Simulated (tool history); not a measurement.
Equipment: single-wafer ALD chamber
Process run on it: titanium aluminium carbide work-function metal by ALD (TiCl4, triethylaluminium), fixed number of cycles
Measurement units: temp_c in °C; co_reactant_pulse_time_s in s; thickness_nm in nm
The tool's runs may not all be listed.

{"run": 1, "hour": 0.0, "temp_c": 320, "co_reactant_pulse_time_s": 13.73, "thickness_nm": 2.2707}
{"run": 2, "hour": 5.0, "temp_c": 316, "co_reactant_pulse_time_s": 13.38, "thickness_nm": 2.2236}
{"run": 3, "hour": 12.8, "temp_c": 316, "co_reactant_pulse_time_s": 15.48, "thickness_nm": 2.2334}
{"run": 4, "hour": 15.8, "temp_c": 316, "co_reactant_pulse_time_s": 17.52, "thickness_nm": 2.2365}
{"run": 5, "hour": 17.1, "temp_c": 316, "co_reactant_pulse_time_s": 21.4, "thickness_nm": 2.2531}
{"run": 6, "hour": 20.1, "temp_c": 313, "co_reactant_pulse_time_s": 21.23, "thickness_nm": 2.2126}
{"run": 7, "hour": 28.3, "temp_c": 311, "co_reactant_pulse_time_s": 21.15, "thickness_nm": 2.1921}
{"run": 8, "hour": 33.4, "temp_c": 309, "co_reactant_pulse_time_s": 21.08, "thickness_nm": 2.1817}
{"run": 9, "hour": 34.5, "temp_c": 307, "co_reactant_pulse_time_s": 21, "thickness_nm": 2.1478}
{"run": 10, "hour": 38.4, "temp_c": 306, "co_reactant_pulse_time_s": 20.95, "thickness_nm": 2.1466}

The next listed run, before its measurement:
{"run": 11, "hour": 40.6, "temp_c": 305, "co_reactant_pulse_time_s": 20.9, "thickness_nm": "?"}

Run 11 measured thickness_nm 2.1342 nm.
